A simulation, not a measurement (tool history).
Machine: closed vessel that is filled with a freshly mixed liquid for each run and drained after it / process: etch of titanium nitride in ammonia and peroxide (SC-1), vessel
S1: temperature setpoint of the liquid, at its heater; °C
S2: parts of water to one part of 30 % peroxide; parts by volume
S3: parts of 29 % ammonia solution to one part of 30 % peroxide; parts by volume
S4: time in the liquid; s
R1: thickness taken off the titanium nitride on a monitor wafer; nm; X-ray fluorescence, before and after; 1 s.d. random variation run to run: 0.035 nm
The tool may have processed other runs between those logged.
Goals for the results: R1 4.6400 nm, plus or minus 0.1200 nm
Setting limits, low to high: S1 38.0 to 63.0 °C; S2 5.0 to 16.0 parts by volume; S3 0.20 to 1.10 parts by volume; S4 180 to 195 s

Run 1, hour 0.0: S1 47.0 °C, S2 9.0 parts by volume, S3 0.60 parts by volume, S4 180 s. Result: R1 7.1377 nm.
Run 2, hour 3.8: S1 45.0 °C, S2 9.0 parts by volume, S3 0.60 parts by volume, S4 180 s. Result: R1 6.1061 nm.
Run 3, hour 9.5: S1 45.0 °C, S2 9.0 parts by volume, S3 0.60 parts by volume, S4 195 s. Result: R1 6.5298 nm.
Run 4, hour 11.8: S1 45.0 °C, S2 9.0 parts by volume, S3 0.60 parts by volume, S4 195 s. Result: R1 6.5568 nm.
Run 5, hour 19.6: S1 43.5 °C, S2 9.0 parts by volume, S3 0.60 parts by volume, S4 195 s. Result: R1 5.9220 nm.
Run 6, hour 28.5: S1 42.5 °C, S2 9.0 parts by volume, S3 0.60 parts by volume, S4 195 s. Result: R1 5.4573 nm.
Run 7, hour 35.0: S1 42.0 °C, S2 9.0 parts by volume, S3 0.60 parts by volume, S4 195 s. Result: R1 5.3238 nm.
Run 8, hour 43.4: S1 41.5 °C, S2 9.0 parts by volume, S3 0.60 parts by volume, S4 195 s. Result: R1 5.1113 nm.
Run 9, hour 46.9: S1 41.0 °C, S2 9.0 parts by volume, S3 0.60 parts by volume, S4 195 s. Result: R1 4.9586 nm.

Which of these 5 next moves meets every target?
Run A, hour 50.4: S1 41.5 °C, S2 9.5 parts by volume, S3 0.55 parts by volume, S4 185 s. Result: R1 ?.
Run B, hour 50.4: S1 41.0 °C, S2 8.5 parts by volume, S3 0.50 parts by volume, S4 195 s. Result: R1 ?.
Run C, hour 50.4: S1 45.0 °C, S2 15.5 parts by volume, S3 0.75 parts by volume, S4 195 s. Result: R1 ?.
Run D, hour 50.4: S1 41.5 °C, S2 8.0 parts by volume, S3 0.65 parts by volume, S4 195 s. Result: R1 ?.
Run E, hour 50.4: S1 41.5 °C, S2 8.0 parts by volume, S3 0.50 parts by volume, S4 180 s. Result: R1 ?.

move      R1
   A  4.6092
   B  4.8780
   C  5.1033
   D  5.4488
   E  4.8176
A: every result within its allowed miss
B: nearer than the last run, and not there yet
C: moves away from the targets compared with the last run
D: moves away from the targets compared with the last run
E: nearer than the last run, and not there yet
So the answer is move A, the one that meets all the targets.
